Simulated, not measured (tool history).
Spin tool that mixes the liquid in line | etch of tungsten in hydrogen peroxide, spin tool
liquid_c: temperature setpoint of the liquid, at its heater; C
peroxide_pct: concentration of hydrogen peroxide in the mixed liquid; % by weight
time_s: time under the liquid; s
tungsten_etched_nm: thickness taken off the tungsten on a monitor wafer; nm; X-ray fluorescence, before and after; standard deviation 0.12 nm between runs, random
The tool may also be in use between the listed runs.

run,hour,liquid_c,peroxide_pct,time_s,tungsten_etched_nm
1,0.0,54.0,20.5,15,20.412
2,8.7,53.5,20.5,15,19.834
3,17.0,53.5,23.5,15,21.303
4,24.6,53.5,23.5,15,21.509
5,30.1,53.5,25.5,15,22.130
6,38.0,52.5,25.5,15,20.598
7,46.5,52.0,25.5,15,20.261

What will run 8 give?
8,53.4,51.5,25.5,15,?

Logged for run 8: tungsten_etched_nm 19.738 nm.
